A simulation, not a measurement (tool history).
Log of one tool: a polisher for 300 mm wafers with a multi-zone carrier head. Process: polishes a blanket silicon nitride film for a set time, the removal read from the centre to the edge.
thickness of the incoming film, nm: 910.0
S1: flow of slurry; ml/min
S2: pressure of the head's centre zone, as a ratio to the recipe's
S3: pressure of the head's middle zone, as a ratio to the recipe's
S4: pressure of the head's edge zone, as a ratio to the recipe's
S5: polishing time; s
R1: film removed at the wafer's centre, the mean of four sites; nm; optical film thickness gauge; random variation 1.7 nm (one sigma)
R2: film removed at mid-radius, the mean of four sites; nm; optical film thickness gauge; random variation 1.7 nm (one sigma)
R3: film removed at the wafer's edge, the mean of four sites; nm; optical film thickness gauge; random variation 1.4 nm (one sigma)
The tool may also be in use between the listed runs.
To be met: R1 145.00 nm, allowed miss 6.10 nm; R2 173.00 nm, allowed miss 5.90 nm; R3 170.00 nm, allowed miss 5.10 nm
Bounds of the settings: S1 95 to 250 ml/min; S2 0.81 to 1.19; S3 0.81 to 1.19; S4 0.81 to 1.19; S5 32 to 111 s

run,hour,S1,S2,S3,S4,S5,R1,R2,R3
1,0.0,160,1.00,1.00,1.00,71,124.73,127.42,129.91
2,6.9,185,1.00,1.00,1.00,71,132.29,135.36,132.71
3,10.8,185,1.00,1.00,0.93,71,128.45,130.33,126.90
4,14.4,155,1.00,1.00,0.93,71,128.30,128.69,124.14
5,21.1,170,0.99,1.04,1.00,74,132.04,138.64,137.00
6,29.7,185,0.98,1.08,1.05,76,137.43,150.04,145.35
7,34.2,195,0.96,1.09,1.09,78,138.26,157.42,151.59
8,37.4,200,0.95,1.09,1.12,80,143.09,163.28,156.60
9,38.2,195,0.94,1.09,1.14,82,143.09,164.27,164.80
10,45.4,200,0.93,1.10,1.15,82,143.11,167.91,161.89

5 next moves are on the table. One of them brings every result within its allowed miss. Which?
A,52.6,205,0.95,1.14,1.19,83,?,?,?
B,52.6,195,0.97,1.05,1.17,81,?,?,?
C,52.6,250,0.94,1.15,1.07,81,?,?,?
D,52.6,245,0.97,1.03,1.09,81,?,?,?
E,52.6,250,1.01,1.19,1.01,77,?,?,?

move,R1,R2,R3
A,143.97,172.76,167.03
B,142.31,156.08,160.96
C,142.82,174.07,157.17
D,146.92,158.02,158.61
E,146.00,170.39,145.14
A: meets every target
B: further off than the last run
C: further off than the last run
D: further off than the last run
E: further off than the last run
Answer: A
